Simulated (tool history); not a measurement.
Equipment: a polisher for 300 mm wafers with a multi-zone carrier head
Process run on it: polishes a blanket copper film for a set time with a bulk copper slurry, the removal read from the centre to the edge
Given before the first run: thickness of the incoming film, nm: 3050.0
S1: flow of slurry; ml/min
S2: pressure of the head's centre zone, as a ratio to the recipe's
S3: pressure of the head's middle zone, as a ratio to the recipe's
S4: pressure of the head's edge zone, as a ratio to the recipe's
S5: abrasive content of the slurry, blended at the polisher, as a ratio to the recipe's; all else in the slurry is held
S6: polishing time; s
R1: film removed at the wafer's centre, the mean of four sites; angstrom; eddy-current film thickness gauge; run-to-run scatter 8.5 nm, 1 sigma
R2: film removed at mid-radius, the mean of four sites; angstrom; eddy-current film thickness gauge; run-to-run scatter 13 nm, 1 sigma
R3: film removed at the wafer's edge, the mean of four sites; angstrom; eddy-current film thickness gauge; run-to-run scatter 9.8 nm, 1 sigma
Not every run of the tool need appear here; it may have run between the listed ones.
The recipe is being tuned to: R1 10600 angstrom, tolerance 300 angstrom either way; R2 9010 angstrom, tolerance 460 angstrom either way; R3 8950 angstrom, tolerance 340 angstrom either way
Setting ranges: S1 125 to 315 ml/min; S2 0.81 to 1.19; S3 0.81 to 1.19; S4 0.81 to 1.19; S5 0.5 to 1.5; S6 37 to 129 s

run,day,S1,S2,S3,S4,S5,S6,R1,R2,R3
1,0,205,1,1,1,1,83,8217.8,8160.1,8361.6
2,0.279,215,1.04,1.01,1,1.05,83,8833.7,8351.2,8306.4
3,0.462,225,1.06,1.01,1.02,1.1,83,8911.5,8743.7,8646.5
4,0.721,225,1.06,1.01,1.02,1.1,100,10921,10209,10611
5,0.988,185,1.06,1.01,1.02,1.1,100,10436,9907.5,10242
6,1.242,185,1.06,1.01,1.07,1.1,100,10569,9965.1,10484
7,1.538,180,1.08,1.01,1.04,1.05,100,10775,9536.2,10238
8,1.842,180,1.08,1.01,1.04,1.05,100,10532,9965,10261
9,2.142,175,1.1,0.99,1,1,100,10653,9813.1,10188
10,2.217,190,1.12,1,1,0.9,98,10570,9696.8,9626.9
11,2.258,190,1.14,0.98,0.99,0.85,98,10727,9203,9733.7
12,2.588,190,1.15,0.99,0.98,0.8,98,10690,9009.2,9552.7
13,2.8,190,1.16,1,0.97,0.8,98,10912,9182,9333.2
14,3.033,185,1.16,1,0.97,0.8,98,10925,9323,9300.7

Which of these 4 next moves meets every target?
A,3.267,135,1.11,0.89,0.96,0.85,107,?,?,?
B,3.267,130,1.19,1.02,0.94,0.65,102,?,?,?
C,3.267,240,1.19,0.91,1.03,0.95,87,?,?,?
D,3.267,185,1.06,0.82,1.08,0.8,98,?,?,?

move,R1,R2,R3
A,10719,8626.6,9858.5
B,10498,8826.5,8916.1
C,10467,7913.9,8978.2
D,9852.7,7720.2,9860.7
A: the furthest-off result lands on target, but another misses its tolerance
B: every result lands within tolerance
C: the furthest-off result lands on target, but another misses its tolerance
D: carries the result that was furthest off beyond its target, to the other side
Move B is the one to make.
